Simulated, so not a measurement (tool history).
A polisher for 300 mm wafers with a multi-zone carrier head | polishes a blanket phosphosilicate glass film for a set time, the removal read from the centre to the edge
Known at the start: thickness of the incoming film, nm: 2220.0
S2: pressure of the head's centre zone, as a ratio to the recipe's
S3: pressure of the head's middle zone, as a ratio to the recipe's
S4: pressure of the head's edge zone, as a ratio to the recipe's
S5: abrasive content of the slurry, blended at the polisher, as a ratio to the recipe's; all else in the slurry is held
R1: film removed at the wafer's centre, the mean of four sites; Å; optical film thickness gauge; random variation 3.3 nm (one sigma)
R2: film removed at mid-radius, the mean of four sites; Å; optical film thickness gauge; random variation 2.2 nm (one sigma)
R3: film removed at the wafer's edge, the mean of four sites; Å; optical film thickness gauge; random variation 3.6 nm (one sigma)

Run 1, hour 0.0: flow of slurry (ml/min) 290, S2 1.00, S3 1.00, S4 1.00, S5 1.00, polishing time (s) 44. Result: R1 4499.4 Å, R2 4594.1 Å, R3 4216.3 Å.
Run 2, hour 5.2: flow of slurry (ml/min) 290, S2 1.00, S3 1.05, S4 1.00, S5 1.00, polishing time (s) 44. Result: R1 4540.8 Å, R2 4756.1 Å, R3 4402.0 Å.
Run 3, hour 7.8: flow of slurry (ml/min) 290, S2 1.00, S3 1.05, S4 1.00, S5 1.15, polishing time (s) 44. Result: R1 4762.9 Å, R2 5122.7 Å, R3 4723.9 Å.
Run 4, hour 10.1: flow of slurry (ml/min) 290, S2 0.93, S3 1.05, S4 1.00, S5 1.15, polishing time (s) 44. Result: R1 4477.3 Å, R2 5139.7 Å, R3 4701.0 Å.
Run 5, hour 16.2: flow of slurry (ml/min) 280, S2 0.90, S3 1.02, S4 1.01, S5 1.00, polishing time (s) 43. Result: R1 3932.9 Å, R2 4524.4 Å, R3 4246.0 Å.
Run 6, hour 22.3: flow of slurry (ml/min) 270, S2 0.88, S3 0.99, S4 0.99, S5 0.90, polishing time (s) 43. Result: R1 3703.5 Å, R2 4160.9 Å, R3 3929.7 Å.
At hour 26.4: worn pad replaced by a new one.
Run 7, hour 26.4: flow of slurry (ml/min) 265, S2 0.86, S3 0.98, S4 0.98, S5 0.80, polishing time (s) 43. Result: R1 3599.5 Å, R2 4167.2 Å, R3 3957.0 Å.
Run 8, hour 31.6: flow of slurry (ml/min) 265, S2 0.85, S3 0.96, S4 0.96, S5 0.70, polishing time (s) 41. Result: R1 3106.2 Å, R2 3630.6 Å, R3 3494.7 Å.
Run 9, hour 36.9: flow of slurry (ml/min) 265, S2 0.87, S3 0.90, S4 0.86, S5 0.55, polishing time (s) 41. Result: R1 2668.1 Å, R2 2791.8 Å, R3 2657.1 Å.
Run 10, hour 39.4: flow of slurry (ml/min) 270, S2 0.87, S3 0.91, S4 0.88, S5 0.55, polishing time (s) 41. Result: R1 2577.3 Å, R2 2783.0 Å, R3 2703.7 Å.
Run 11, hour 46.1: flow of slurry (ml/min) 265, S2 0.88, S3 0.93, S4 0.89, S5 0.55, polishing time (s) 41. Result: R1 2631.6 Å, R2 2840.6 Å, R3 2757.5 Å.
Run 12, hour 52.8: flow of slurry (ml/min) 265, S2 0.88, S3 0.94, S4 0.89, S5 0.55, polishing time (s) 41. Result: R1 2664.7 Å, R2 2888.6 Å, R3 2726.7 Å.
Run 13, hour 58.7: flow of slurry (ml/min) 265, S2 0.88, S3 0.95, S4 0.90, S5 0.55, polishing time (s) 41. Result: R1 2639.5 Å, R2 2919.7 Å, R3 2743.2 Å.

The next listed run, before its measurement:
Run 14, hour 66.9: flow of slurry (ml/min) 265, S2 0.88, S3 0.95, S4 0.91, S5 0.55, polishing time (s) 41. Result: R1 ?, R2 ?, R3 ?.

R1: 2662.7 Å
R2: 2908.5 Å
R3: 2768.5 Å
